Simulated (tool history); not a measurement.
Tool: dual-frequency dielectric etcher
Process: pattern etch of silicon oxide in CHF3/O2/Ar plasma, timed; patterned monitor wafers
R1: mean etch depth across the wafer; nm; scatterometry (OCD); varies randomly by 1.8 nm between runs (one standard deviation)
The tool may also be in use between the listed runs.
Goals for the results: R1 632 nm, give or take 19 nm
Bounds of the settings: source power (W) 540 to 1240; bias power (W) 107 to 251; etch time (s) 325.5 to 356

Run 1, hour 0: source power (W) 890, bias power (W) 179, etch time (s) 356. Result: R1 732.81 nm.
Run 2, hour 7.7: source power (W) 890, bias power (W) 193, etch time (s) 356. Result: R1 748.62 nm.
Run 3, hour 15.7: source power (W) 890, bias power (W) 193, etch time (s) 325.5. Result: R1 686.97 nm.
Run 4, hour 18: source power (W) 860, bias power (W) 190, etch time (s) 325.5. Result: R1 673.42 nm.
Run 5, hour 18.9: source power (W) 970, bias power (W) 190, etch time (s) 325.5. Result: R1 709.69 nm.
Run 6, hour 27.9: source power (W) 900, bias power (W) 190, etch time (s) 325.5. Result: R1 685.68 nm.
Run 7, hour 33.4: source power (W) 870, bias power (W) 187, etch time (s) 325.5. Result: R1 672.23 nm.
Run 8, hour 38.1: source power (W) 850, bias power (W) 185, etch time (s) 325.5. Result: R1 664.39 nm.
Run 9, hour 42.9: source power (W) 830, bias power (W) 184, etch time (s) 325.5. Result: R1 656.95 nm.

Pick the move, out of 4, that brings all results within their allowed miss; only one does.
Run A, hour 47.7: source power (W) 880, bias power (W) 135, etch time (s) 328.5. Result: R1 ?.
Run B, hour 47.7: source power (W) 690, bias power (W) 144, etch time (s) 339. Result: R1 ?.
Run C, hour 47.7: source power (W) 680, bias power (W) 168, etch time (s) 331.5. Result: R1 ?.
Run D, hour 47.7: source power (W) 570, bias power (W) 217, etch time (s) 340.5. Result: R1 ?.

move      R1
   A  628.46
   B  583.98
   C  589.05
   D  591.99
A: every result lands within tolerance
B: moves the result that the last run missed by most past its target, out the other side
C: moves the result that the last run missed by most past its target, out the other side
D: moves the result that the last run missed by most past its target, out the other side
A meets every target.
